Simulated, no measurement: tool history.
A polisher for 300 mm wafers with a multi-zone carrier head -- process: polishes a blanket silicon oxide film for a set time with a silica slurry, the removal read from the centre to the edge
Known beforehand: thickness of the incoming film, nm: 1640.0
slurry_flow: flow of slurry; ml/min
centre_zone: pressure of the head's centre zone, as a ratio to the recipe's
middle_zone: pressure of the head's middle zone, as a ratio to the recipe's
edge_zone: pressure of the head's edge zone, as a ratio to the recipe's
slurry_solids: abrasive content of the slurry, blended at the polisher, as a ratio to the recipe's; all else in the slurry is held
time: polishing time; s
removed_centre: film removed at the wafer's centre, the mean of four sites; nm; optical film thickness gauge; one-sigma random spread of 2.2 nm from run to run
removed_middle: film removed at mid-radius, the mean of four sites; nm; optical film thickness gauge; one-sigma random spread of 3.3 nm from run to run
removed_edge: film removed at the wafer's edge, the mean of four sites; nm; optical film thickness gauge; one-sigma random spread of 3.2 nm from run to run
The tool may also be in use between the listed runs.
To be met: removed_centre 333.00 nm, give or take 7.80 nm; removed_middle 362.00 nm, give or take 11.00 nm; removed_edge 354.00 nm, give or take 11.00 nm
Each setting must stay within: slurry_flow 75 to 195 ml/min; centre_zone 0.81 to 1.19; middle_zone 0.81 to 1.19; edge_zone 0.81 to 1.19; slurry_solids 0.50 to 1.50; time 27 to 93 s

Run 1, hour 0.0: slurry_flow 125 ml/min, centre_zone 1.00, middle_zone 1.00, edge_zone 1.00, slurry_solids 1.00, time 59 s. Result: removed_centre 240.94 nm, removed_middle 248.40 nm, removed_edge 243.77 nm.
Run 2, hour 7.9: slurry_flow 125 ml/min, centre_zone 1.00, middle_zone 1.00, edge_zone 1.00, slurry_solids 1.15, time 59 s. Result: removed_centre 263.00 nm, removed_middle 266.89 nm, removed_edge 262.38 nm.
Run 3, hour 14.5: slurry_flow 125 ml/min, centre_zone 1.00, middle_zone 0.95, edge_zone 1.00, slurry_solids 1.15, time 59 s. Result: removed_centre 262.05 nm, removed_middle 266.53 nm, removed_edge 261.13 nm.
Run 4, hour 18.7: slurry_flow 140 ml/min, centre_zone 0.98, middle_zone 0.98, edge_zone 1.03, slurry_solids 1.25, time 59 s. Result: removed_centre 275.07 nm, removed_middle 284.11 nm, removed_edge 280.88 nm.
Run 5, hour 27.7: slurry_flow 150 ml/min, centre_zone 0.98, middle_zone 1.02, edge_zone 1.06, slurry_solids 1.35, time 60 s. Result: removed_centre 294.20 nm, removed_middle 308.89 nm, removed_edge 299.89 nm.
Run 6, hour 33.8: slurry_flow 150 ml/min, centre_zone 0.98, middle_zone 1.02, edge_zone 1.06, slurry_solids 1.20, time 60 s. Result: removed_centre 276.40 nm, removed_middle 288.75 nm, removed_edge 284.53 nm.
Run 7, hour 39.6: slurry_flow 155 ml/min, centre_zone 0.97, middle_zone 1.04, edge_zone 1.08, slurry_solids 1.30, time 61 s. Result: removed_centre 290.26 nm, removed_middle 312.76 nm, removed_edge 299.03 nm.
Run 8, hour 40.6: slurry_flow 160 ml/min, centre_zone 0.96, middle_zone 1.04, edge_zone 1.10, slurry_solids 1.35, time 62 s. Result: removed_centre 298.52 nm, removed_middle 324.04 nm, removed_edge 319.96 nm.
Run 9, hour 47.0: slurry_flow 165 ml/min, centre_zone 0.96, middle_zone 1.05, edge_zone 1.12, slurry_solids 1.40, time 62 s. Result: removed_centre 304.67 nm, removed_middle 328.48 nm, removed_edge 329.99 nm.
Run 10, hour 49.0: slurry_flow 170 ml/min, centre_zone 0.96, middle_zone 1.06, edge_zone 1.13, slurry_solids 1.45, time 62 s. Result: removed_centre 312.18 nm, removed_middle 338.14 nm, removed_edge 334.91 nm.
Run 11, hour 50.9: slurry_flow 175 ml/min, centre_zone 0.96, middle_zone 1.07, edge_zone 1.14, slurry_solids 1.45, time 62 s. Result: removed_centre 315.94 nm, removed_middle 341.39 nm, removed_edge 332.73 nm.
Run 12, hour 56.9: slurry_flow 175 ml/min, centre_zone 0.96, middle_zone 1.07, edge_zone 1.15, slurry_solids 1.45, time 63 s. Result: removed_centre 317.32 nm, removed_middle 348.66 nm, removed_edge 344.80 nm.
Run 13, hour 65.4: slurry_flow 180 ml/min, centre_zone 0.96, middle_zone 1.07, edge_zone 1.15, slurry_solids 1.45, time 63 s. Result: removed_centre 317.43 nm, removed_middle 352.62 nm, removed_edge 347.06 nm.

Which single option among these 4 for the next run brings every result within its allowed miss of target? Just one does.
Run A, hour 73.9: slurry_flow 180 ml/min, centre_zone 0.97, middle_zone 0.86, edge_zone 1.19, slurry_solids 1.45, time 68 s. Result: removed_centre ?, removed_middle ?, removed_edge ?.
Run B, hour 73.9: slurry_flow 150 ml/min, centre_zone 1.01, middle_zone 0.91, edge_zone 1.19, slurry_solids 1.30, time 71 s. Result: removed_centre ?, removed_middle ?, removed_edge ?.
Run C, hour 73.9: slurry_flow 165 ml/min, centre_zone 1.01, middle_zone 1.07, edge_zone 1.16, slurry_solids 1.20, time 71 s. Result: removed_centre ?, removed_middle ?, removed_edge ?.
Run D, hour 73.9: slurry_flow 165 ml/min, centre_zone 0.95, middle_zone 1.03, edge_zone 1.09, slurry_solids 1.50, time 66 s. Result: removed_centre ?, removed_middle ?, removed_edge ?.

move  removed_centre  removed_middle  removed_edge
   A          351.34          338.88        376.07
   B          352.99          337.05        366.71
   C          346.11          358.26        351.89
   D          333.74          360.33        349.79
A: the result that was furthest off in the last run now lies on the other side of its target
B: the result that was furthest off in the last run now lies on the other side of its target
C: the result that was furthest off in the last run now lies on the other side of its target
D: all results in spec
D meets every target.
